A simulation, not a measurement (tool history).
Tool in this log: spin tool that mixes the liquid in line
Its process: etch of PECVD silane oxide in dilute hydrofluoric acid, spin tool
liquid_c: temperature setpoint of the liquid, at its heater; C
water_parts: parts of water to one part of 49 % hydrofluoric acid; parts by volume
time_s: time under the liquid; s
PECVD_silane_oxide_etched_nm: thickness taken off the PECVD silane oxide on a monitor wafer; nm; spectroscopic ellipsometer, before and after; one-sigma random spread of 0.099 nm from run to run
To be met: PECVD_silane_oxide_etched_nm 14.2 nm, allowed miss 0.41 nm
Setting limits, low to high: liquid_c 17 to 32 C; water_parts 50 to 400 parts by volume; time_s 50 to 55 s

run 1 hour=0 | liquid_c=24 water_parts=225 time_s=50 | PECVD_silane_oxide_etched_nm=8.8336
run 2 hour=4.3 | liquid_c=24 water_parts=295 time_s=50 | PECVD_silane_oxide_etched_nm=6.2694
run 3 hour=11.4 | liquid_c=26 water_parts=260 time_s=50 | PECVD_silane_oxide_etched_nm=7.9819
run 4 hour=12.2 | liquid_c=26 water_parts=260 time_s=55 | PECVD_silane_oxide_etched_nm=8.7824
run 5 hour=20.9 | liquid_c=26 water_parts=260 time_s=55 | PECVD_silane_oxide_etched_nm=8.6716
run 6 hour=23.7 | liquid_c=27.5 water_parts=235 time_s=55 | PECVD_silane_oxide_etched_nm=10.425
run 7 hour=31.5 | liquid_c=28.5 water_parts=220 time_s=55 | PECVD_silane_oxide_etched_nm=11.902
run 8 hour=40.2 | liquid_c=29.5 water_parts=215 time_s=55 | PECVD_silane_oxide_etched_nm=12.607
run 9 hour=46.2 | liquid_c=30 water_parts=210 time_s=55 | PECVD_silane_oxide_etched_nm=13.154
run 10 hour=51.4 | liquid_c=30.5 water_parts=210 time_s=55 | PECVD_silane_oxide_etched_nm=13.552

Exercise: of the 4 proposed moves below, exactly one satisfies all targets within the stated allowed misses. Which move is it?
run A hour=56.6 | liquid_c=29 water_parts=185 time_s=50 | PECVD_silane_oxide_etched_nm=?
run B hour=56.6 | liquid_c=29.5 water_parts=210 time_s=55 | PECVD_silane_oxide_etched_nm=?
run C hour=56.6 | liquid_c=30 water_parts=190 time_s=55 | PECVD_silane_oxide_etched_nm=?
run D hour=56.6 | liquid_c=31.5 water_parts=190 time_s=50 | PECVD_silane_oxide_etched_nm=?

move=A PECVD_silane_oxide_etched_nm=13.663
move=B PECVD_silane_oxide_etched_nm=13.072
move=C PECVD_silane_oxide_etched_nm=15.064
move=D PECVD_silane_oxide_etched_nm=14.422
A: closer than the last run, but not yet in spec
B: misses by more than the last run did
C: the result that was furthest off in the last run now lies on the other side of its target
D: in spec on every target
D meets every target.

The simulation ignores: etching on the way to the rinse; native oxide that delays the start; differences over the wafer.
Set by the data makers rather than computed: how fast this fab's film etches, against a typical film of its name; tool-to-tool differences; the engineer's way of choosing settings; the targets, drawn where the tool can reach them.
